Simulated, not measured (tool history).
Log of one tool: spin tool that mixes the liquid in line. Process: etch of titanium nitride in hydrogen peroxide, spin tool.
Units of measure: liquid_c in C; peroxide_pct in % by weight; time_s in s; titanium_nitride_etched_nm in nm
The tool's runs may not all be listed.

run  hour  liquid_c  peroxide_pct  time_s  titanium_nitride_etched_nm
  1   0.0      55.0          24.0     305                      14.898
  2   3.6      55.0          24.0     325                      16.319
  3   7.7      55.0          26.0     325                      16.269
  4  13.9      49.5          26.0     325                      10.864
  5  15.6      49.5          23.5     325                      10.596
  6  22.2      50.0          23.5     325                      11.226
     22.7  -- heated supply line repaired
  7  22.7      50.5          23.5     325                      14.536
  8  30.7      50.0          23.5     325                      13.790
  9  31.5      49.5          23.5     325                      13.288

Run 10, settings as shown, results not yet in. Your forecast:
 10  34.0      49.0          23.5     325                           ?

titanium_nitride_etched_nm: 12.933 nm
